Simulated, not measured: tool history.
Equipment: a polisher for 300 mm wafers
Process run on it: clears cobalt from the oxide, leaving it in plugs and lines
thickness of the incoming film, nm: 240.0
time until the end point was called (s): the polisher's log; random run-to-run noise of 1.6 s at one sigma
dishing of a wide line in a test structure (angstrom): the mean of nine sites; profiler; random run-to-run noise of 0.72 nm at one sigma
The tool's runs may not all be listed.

run	hour	flow of slurry (ml/min)	pressure of the wafer on the pad (kPa)	speed of the pad under the wafer (cm/s)	overpolish time after the end point (s)	time until the end point was called (s)	dishing of a wide line in a test structure (angstrom)
1	0.0	215	14.5	96	26	49.485	432.04
2	6.9	215	12.4	96	26	55.818	419.10
3	9.2	240	12.4	96	26	54.878	417.82
4	15.4	240	12.4	104	26	52.708	438.47
5	17.6	240	12.4	96	26	55.727	425.05
6	19.1	240	12.4	96	17	57.068	360.88
7	22.8	240	11.0	90	21	63.645	372.45
8	29.5	240	9.7	84	25	75.865	359.20
9	38.0	240	9.0	84	29	79.614	403.04
10	41.9	240	8.3	84	29	85.495	379.03
11	47.2	240	8.3	84	29	84.710	385.94
12	49.2	240	8.3	84	29	85.201	371.74
13	55.5	240	8.3	84	31	85.278	395.14

Predict the results of run 14:
14	62.2	240	8.3	84	32	?	?

{"run 14": {"time until the end point was called (s)": 86.509, "dishing of a wide line in a test structure (angstrom)": 389.65}}

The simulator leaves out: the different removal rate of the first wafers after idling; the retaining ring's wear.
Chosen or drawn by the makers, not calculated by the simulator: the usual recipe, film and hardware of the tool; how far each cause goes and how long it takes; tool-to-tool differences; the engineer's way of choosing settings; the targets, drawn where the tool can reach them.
